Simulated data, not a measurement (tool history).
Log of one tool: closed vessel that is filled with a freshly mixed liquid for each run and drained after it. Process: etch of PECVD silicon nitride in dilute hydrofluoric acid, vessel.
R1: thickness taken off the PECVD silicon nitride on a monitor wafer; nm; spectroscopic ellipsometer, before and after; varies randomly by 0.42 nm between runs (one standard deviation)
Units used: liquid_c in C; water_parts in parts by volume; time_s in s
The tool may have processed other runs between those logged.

run 1 day=0 | liquid_c=22 water_parts=90 time_s=1995 | R1=98.561
run 2 day=0.242 | liquid_c=25.5 water_parts=90 time_s=1995 | R1=123.06
run 3 day=0.546 | liquid_c=25.5 water_parts=60 time_s=1995 | R1=183.68
run 4 day=0.771 | liquid_c=25.5 water_parts=60 time_s=2130 | R1=195.9
run 5 day=1.038 | liquid_c=25.5 water_parts=60 time_s=2130 | R1=195.63
run 6 day=1.15 | liquid_c=25.5 water_parts=60 time_s=1995 | R1=184.83
run 7 day=1.292 | liquid_c=23 water_parts=75 time_s=1995 | R1=124.55
run 8 day=1.629 | liquid_c=21 water_parts=85 time_s=1995 | R1=97.002
run 9 day=1.871 | liquid_c=19.5 water_parts=90 time_s=1995 | R1=83.161
run 10 day=2.146 | liquid_c=18.5 water_parts=95 time_s=1995 | R1=72.606
run 11 day=2.467 | liquid_c=18 water_parts=100 time_s=1995 | R1=66.106

Expected results for the next run?
run 12 day=2.762 | liquid_c=17.5 water_parts=100 time_s=1995 | R1=?

{"run 12": {"R1": 64.815}}
